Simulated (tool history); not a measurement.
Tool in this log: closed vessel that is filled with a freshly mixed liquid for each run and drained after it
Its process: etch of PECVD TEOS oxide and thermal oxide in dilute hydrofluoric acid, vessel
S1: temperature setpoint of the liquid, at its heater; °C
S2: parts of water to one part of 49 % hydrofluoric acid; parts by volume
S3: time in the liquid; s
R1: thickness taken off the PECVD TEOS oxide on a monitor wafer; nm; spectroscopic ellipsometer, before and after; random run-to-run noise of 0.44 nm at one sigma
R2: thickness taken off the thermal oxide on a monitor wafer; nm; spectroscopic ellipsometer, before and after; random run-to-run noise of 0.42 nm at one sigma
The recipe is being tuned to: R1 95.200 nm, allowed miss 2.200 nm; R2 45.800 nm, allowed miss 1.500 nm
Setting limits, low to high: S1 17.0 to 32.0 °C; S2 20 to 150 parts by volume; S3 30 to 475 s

run	day	S1	S2	S3	R1	R2
1	0.000	24.0	85	245	34.563	16.744
2	0.046	24.0	85	290	41.095	19.761
3	0.408	24.0	85	195	27.416	13.346
4	0.583	25.5	70	200	36.833	17.932
5	0.733	26.5	60	200	46.002	22.052
6	0.883	27.5	55	200	51.982	25.339
7	1.271	28.5	50	200	60.691	29.202
8	1.396	28.5	50	200	61.007	29.022
9	1.733	29.0	45	200	68.911	33.248
10	1.954	32.0	30	200	118.350	57.160
11	2.262	29.0	30	200	105.840	49.874
12	2.367	28.5	30	200	103.130	50.122
13	2.592	28.0	30	200	100.350	49.617
14	2.738	28.5	30	200	104.030	49.527
15	2.775	28.0	30	200	101.110	48.711
16	3.071	27.5	30	200	99.864	48.347
17	3.138	27.0	30	200	97.259	47.749
18	3.396	27.5	30	200	99.021	48.569

4 candidate next runs follow, results not yet known. Just one meets every target within its allowed miss. Identify it.
A	3.654	29.5	50	285	?	?
B	3.654	32.0	35	175	?	?
C	3.654	26.5	40	290	?	?
D	3.654	27.5	30	190	?	?

move	R1	R2
A	90.169	42.925
B	89.360	42.540
C	103.210	49.135
D	95.288	45.362
A: moves the result that the last run missed by most past its target, out the other side
B: moves the result that the last run missed by most past its target, out the other side
C: lands further from the targets than the last run did
D: meets every target
Go with D: it meets all targets.

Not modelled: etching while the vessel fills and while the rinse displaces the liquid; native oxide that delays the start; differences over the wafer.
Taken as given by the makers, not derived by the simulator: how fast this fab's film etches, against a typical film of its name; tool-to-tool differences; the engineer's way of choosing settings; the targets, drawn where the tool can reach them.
